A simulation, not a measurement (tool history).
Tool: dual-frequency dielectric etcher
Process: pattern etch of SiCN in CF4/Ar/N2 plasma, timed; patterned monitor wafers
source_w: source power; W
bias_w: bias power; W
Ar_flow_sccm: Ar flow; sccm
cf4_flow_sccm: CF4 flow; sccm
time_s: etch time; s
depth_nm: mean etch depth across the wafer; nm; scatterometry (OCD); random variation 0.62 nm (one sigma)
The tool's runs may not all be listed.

run	hour	source_w	bias_w	Ar_flow_sccm	cf4_flow_sccm	time_s	depth_nm
1	0.0	470	51	90	70	134	114.480
2	6.4	470	44	90	70	134	108.250
3	12.7	470	44	90	75	134	110.620
4	18.7	470	44	90	75	140	115.110
5	22.9	430	44	90	75	140	103.750
6	29.8	430	44	100	75	140	101.060
7	35.4	360	43	100	75	140	81.926

The next listed run, before its measurement:
8	36.4	370	43	100	75	140	?

Run 8 gave depth_nm 84.348 nm.
